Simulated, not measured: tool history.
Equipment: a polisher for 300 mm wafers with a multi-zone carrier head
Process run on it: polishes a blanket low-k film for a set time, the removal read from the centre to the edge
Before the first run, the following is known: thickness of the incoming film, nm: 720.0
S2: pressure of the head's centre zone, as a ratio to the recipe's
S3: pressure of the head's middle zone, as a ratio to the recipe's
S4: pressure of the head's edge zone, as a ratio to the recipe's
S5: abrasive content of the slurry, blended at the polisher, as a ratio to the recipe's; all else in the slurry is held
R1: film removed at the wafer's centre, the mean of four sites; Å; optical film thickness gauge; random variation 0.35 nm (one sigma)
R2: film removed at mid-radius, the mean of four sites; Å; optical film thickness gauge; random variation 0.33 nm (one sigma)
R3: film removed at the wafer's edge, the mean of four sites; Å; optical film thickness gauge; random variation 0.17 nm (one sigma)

Run 1, hour 0.0: flow of slurry (ml/min) 225, S2 1.00, S3 1.00, S4 1.00, S5 1.0, polishing time (s) 70. Result: R1 225.97 Å, R2 223.79 Å, R3 224.23 Å.
Run 2, hour 7.4: flow of slurry (ml/min) 225, S2 1.00, S3 1.00, S4 1.00, S5 1.2, polishing time (s) 70. Result: R1 238.53 Å, R2 242.70 Å, R3 243.55 Å.
Run 3, hour 14.2: flow of slurry (ml/min) 200, S2 1.00, S3 1.00, S4 1.00, S5 1.2, polishing time (s) 70. Result: R1 239.18 Å, R2 239.01 Å, R3 241.61 Å.
Run 4, hour 22.6: flow of slurry (ml/min) 200, S2 1.00, S3 1.00, S4 0.96, S5 1.2, polishing time (s) 70. Result: R1 236.79 Å, R2 245.85 Å, R3 235.27 Å.
Run 5, hour 27.6: flow of slurry (ml/min) 200, S2 1.00, S3 1.00, S4 0.96, S5 1.1, polishing time (s) 70. Result: R1 231.63 Å, R2 237.04 Å, R3 227.35 Å.
Run 6, hour 33.2: flow of slurry (ml/min) 200, S2 1.06, S3 1.00, S4 0.96, S5 1.1, polishing time (s) 70. Result: R1 246.74 Å, R2 240.95 Å, R3 226.64 Å.
Run 7, hour 38.0: flow of slurry (ml/min) 265, S2 1.16, S3 0.90, S4 1.06, S5 1.2, polishing time (s) 70. Result: R1 276.98 Å, R2 227.91 Å, R3 254.26 Å.
Run 8, hour 46.6: flow of slurry (ml/min) 270, S2 1.17, S3 0.89, S4 1.06, S5 1.2, polishing time (s) 70. Result: R1 296.84 Å, R2 225.13 Å, R3 249.90 Å.
Run 9, hour 52.7: flow of slurry (ml/min) 275, S2 1.17, S3 0.89, S4 1.07, S5 1.2, polishing time (s) 70. Result: R1 285.38 Å, R2 225.80 Å, R3 251.12 Å.

Forecast run 10:
Run 10, hour 60.3: flow of slurry (ml/min) 275, S2 1.17, S3 0.89, S4 1.08, S5 1.2, polishing time (s) 70. Result: R1 ?, R2 ?, R3 ?.

{"run 10": {"R1": 295.24, "R2": 225.75, "R3": 251.27}}

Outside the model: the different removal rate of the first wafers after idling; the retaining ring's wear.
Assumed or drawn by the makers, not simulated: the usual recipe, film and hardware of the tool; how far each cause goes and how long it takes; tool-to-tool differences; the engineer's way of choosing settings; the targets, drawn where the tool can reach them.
